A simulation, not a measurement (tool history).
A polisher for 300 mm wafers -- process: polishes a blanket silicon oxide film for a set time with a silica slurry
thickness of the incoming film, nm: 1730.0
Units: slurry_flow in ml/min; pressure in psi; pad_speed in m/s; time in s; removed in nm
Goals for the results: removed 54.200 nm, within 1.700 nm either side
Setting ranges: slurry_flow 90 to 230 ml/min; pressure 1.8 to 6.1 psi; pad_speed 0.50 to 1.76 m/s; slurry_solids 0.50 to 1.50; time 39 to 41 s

| run | hour | slurry_flow | pressure | pad_speed | slurry_solids | time | removed |
|---|---|---|---|---|---|---|---|
| 1 | 0.0 | 150 | 3.9 | 1.12 | 1.00 | 39 | 109.170 |
| 2 | 3.7 | 145 | 3.4 | 1.08 | 1.00 | 39 | 93.190 |
| 3 | 12.6 | 130 | 3.4 | 1.08 | 1.00 | 39 | 89.305 |
| 4 | 15.6 | 130 | 4.3 | 1.08 | 1.00 | 39 | 113.560 |
| 5 | 21.4 | 130 | 4.3 | 0.82 | 1.00 | 39 | 96.191 |
| 6 | 26.8 | 125 | 3.8 | 0.82 | 1.00 | 39 | 85.381 |
| 7 | 32.6 | 120 | 3.4 | 0.82 | 1.00 | 39 | 73.958 |
| 8 | 40.1 | 100 | 2.3 | 0.80 | 1.00 | 39 | 47.657 |

Which of these 4 next moves meets every target?
| A | 47.6 | 115 | 2.3 | 0.70 | 1.10 | 40 | ? |
| B | 47.6 | 90 | 2.1 | 0.68 | 1.05 | 41 | ? |
| C | 47.6 | 110 | 2.8 | 0.64 | 1.05 | 40 | ? |
| D | 47.6 | 100 | 2.1 | 0.98 | 1.30 | 41 | ? |

| move | removed |
|---|---|
| A | 49.185 |
| B | 41.470 |
| C | 54.612 |
| D | 58.386 |
A: nearer than the last run, and not there yet
B: lands further from the targets than the last run did
C: each result inside its tolerance
D: moves the result that the last run missed by most past its target, out the other side
So the answer is move C, the one that meets all the targets.
